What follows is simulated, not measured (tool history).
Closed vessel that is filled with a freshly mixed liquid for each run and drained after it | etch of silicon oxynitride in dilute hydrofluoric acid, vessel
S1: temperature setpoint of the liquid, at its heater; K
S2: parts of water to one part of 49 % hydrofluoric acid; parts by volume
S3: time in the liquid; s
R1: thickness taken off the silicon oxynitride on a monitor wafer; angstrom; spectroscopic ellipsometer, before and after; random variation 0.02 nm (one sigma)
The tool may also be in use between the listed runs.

Run 1, hour 0: S1 294.15 K, S2 295 parts by volume, S3 390 s. Result: R1 14.351 angstrom.
Run 2, hour 1.5: S1 295.65 K, S2 250 parts by volume, S3 390 s. Result: R1 18.559 angstrom.
Run 3, hour 8.1: S1 297.15 K, S2 220 parts by volume, S3 390 s. Result: R1 23.041 angstrom.
Run 4, hour 15.9: S1 298.15 K, S2 200 parts by volume, S3 390 s. Result: R1 26.534 angstrom.
Run 5, hour 23.3: S1 299.15 K, S2 185 parts by volume, S3 390 s. Result: R1 30.548 angstrom.
Run 6, hour 27.6: S1 299.65 K, S2 175 parts by volume, S3 390 s. Result: R1 33.67 angstrom.

The next listed run, before its measurement:
Run 7, hour 29.8: S1 300.15 K, S2 170 parts by volume, S3 390 s. Result: R1 ?.

R1: 35.253 angstrom

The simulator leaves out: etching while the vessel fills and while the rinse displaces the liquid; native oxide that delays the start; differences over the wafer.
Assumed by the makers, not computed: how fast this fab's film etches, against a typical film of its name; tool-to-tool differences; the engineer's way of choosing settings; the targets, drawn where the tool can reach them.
